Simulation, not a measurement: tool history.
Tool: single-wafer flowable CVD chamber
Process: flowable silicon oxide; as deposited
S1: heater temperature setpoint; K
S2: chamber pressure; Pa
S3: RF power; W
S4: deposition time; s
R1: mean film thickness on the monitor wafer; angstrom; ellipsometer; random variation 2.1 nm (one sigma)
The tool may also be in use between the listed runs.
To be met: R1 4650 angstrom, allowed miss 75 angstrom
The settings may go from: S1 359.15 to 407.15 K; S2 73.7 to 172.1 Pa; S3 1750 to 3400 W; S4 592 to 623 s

run 1 hour=0 | S1=383.15 S2=122.9 S3=2575 S4=623 | R1=3671.7
run 2 hour=7.5 | S1=383.15 S2=122.9 S3=2930 S4=623 | R1=3711.5
run 3 hour=13.3 | S1=390.15 S2=122.9 S3=2930 S4=623 | R1=2923.9
run 4 hour=15.1 | S1=387.15 S2=122.9 S3=2930 S4=623 | R1=3249.5
run 5 hour=23 | S1=387.15 S2=103.3 S3=2930 S4=623 | R1=2706.5
run 6 hour=26.3 | S1=378.15 S2=103.3 S3=2930 S4=623 | R1=3748.7
run 7 hour=27.7 | S1=377.15 S2=103.3 S3=2930 S4=623 | R1=3936
run 8 hour=29.4 | S1=376.15 S2=103.3 S3=2930 S4=623 | R1=4094.3
run 9 hour=30.2 | S1=376.15 S2=103.3 S3=2930 S4=623 | R1=4052.8
run 10 hour=32.8 | S1=376.15 S2=103.3 S3=2930 S4=623 | R1=4060.6
run 11 hour=40.3 | S1=375.15 S2=103.3 S3=2930 S4=623 | R1=4243.5

Which of these 5 next moves meets every target?
run A hour=47.8 | S1=378.15 S2=104.8 S3=3035 S4=623 | R1=?
run B hour=47.8 | S1=373.15 S2=109.2 S3=2950 S4=594 | R1=?
run C hour=47.8 | S1=368.15 S2=89.2 S3=3035 S4=619 | R1=?
run D hour=47.8 | S1=376.15 S2=97.3 S3=2985 S4=594 | R1=?
run E hour=47.8 | S1=371.15 S2=104.9 S3=2775 S4=606 | R1=?

move=A R1=3833.9
move=B R1=4596.3
move=C R1=4742.3
move=D R1=3661.7
move=E R1=4832.2
A: further off than the last run
B: meets every target
C: takes the result that was furthest off past its target
D: further off than the last run
E: takes the result that was furthest off past its target
Answer: B

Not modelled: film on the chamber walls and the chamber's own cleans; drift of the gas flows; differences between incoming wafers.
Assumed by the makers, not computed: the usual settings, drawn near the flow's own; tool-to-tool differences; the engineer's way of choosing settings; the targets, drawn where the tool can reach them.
